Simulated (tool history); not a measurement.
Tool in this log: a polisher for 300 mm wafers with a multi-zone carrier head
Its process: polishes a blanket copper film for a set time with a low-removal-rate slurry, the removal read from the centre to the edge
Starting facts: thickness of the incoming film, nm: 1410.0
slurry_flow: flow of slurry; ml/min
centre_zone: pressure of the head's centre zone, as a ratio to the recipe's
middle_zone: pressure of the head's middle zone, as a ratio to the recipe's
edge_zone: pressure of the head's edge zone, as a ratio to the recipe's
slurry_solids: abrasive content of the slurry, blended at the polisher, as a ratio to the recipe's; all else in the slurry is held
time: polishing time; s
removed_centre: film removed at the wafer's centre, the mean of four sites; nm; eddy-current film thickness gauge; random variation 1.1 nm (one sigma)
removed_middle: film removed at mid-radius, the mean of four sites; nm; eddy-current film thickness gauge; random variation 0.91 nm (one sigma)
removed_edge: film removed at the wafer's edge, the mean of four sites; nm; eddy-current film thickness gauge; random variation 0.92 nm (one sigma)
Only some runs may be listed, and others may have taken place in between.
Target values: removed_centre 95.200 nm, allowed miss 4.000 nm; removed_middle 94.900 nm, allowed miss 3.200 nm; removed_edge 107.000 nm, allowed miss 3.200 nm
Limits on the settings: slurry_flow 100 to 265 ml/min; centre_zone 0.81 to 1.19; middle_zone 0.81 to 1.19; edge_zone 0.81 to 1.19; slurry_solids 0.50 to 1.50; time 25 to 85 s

run  hour  slurry_flow  centre_zone  middle_zone  edge_zone  slurry_solids  time  removed_centre  removed_middle  removed_edge
  1   0.0          170         1.00         1.00       1.00           1.00    55         107.490         106.740       109.930
  2   1.1          160         0.98         0.98       1.01           1.00    55         104.200         104.450       108.910
  3   8.9          160         0.98         0.98       1.01           1.00    47          89.848          88.138        92.925
  4  17.0          160         0.98         0.98       0.95           1.00    47          90.268          89.220        90.317
     25.2  -- worn pad replaced by a new one
  5  25.2          160         0.91         0.98       0.95           1.00    47          90.358          98.965        97.774
  6  26.0          165         0.91         0.96       0.98           1.05    47          92.101          96.925        99.502
  7  26.9          170         0.91         0.95       1.00           1.05    47          92.327          96.949       103.360
  8  34.3          170         0.91         0.94       1.01           1.05    47          93.733          95.395       104.370

Which one of the following 5 next-run settings gets every result inside its allowed miss? There is exactly one.
  A  41.7          140         0.94         0.93       1.05           1.15    48               ?               ?             ?
  B  41.7          145         0.92         0.94       1.02           1.05    46               ?               ?             ?
  C  41.7          150         0.89         0.96       1.05           1.05    49               ?               ?             ?
  D  41.7          140         0.92         0.97       0.90           0.90    50               ?               ?             ?
  E  41.7          200         0.95         0.98       1.01           1.00    49               ?               ?             ?

move  removed_centre  removed_middle  removed_edge
   A          94.542          97.048       108.620
   B          87.986          92.961       101.640
   C          91.098         100.980       110.140
   D          93.229         100.800       101.640
   E         100.480         105.370       110.060
A: every result within its allowed miss
B: further off than the last run
C: puts the biggest miss on target and leaves a different result outside tolerance
D: further off than the last run
E: puts the biggest miss on target and leaves a different result outside tolerance
Go with A: it meets all targets.

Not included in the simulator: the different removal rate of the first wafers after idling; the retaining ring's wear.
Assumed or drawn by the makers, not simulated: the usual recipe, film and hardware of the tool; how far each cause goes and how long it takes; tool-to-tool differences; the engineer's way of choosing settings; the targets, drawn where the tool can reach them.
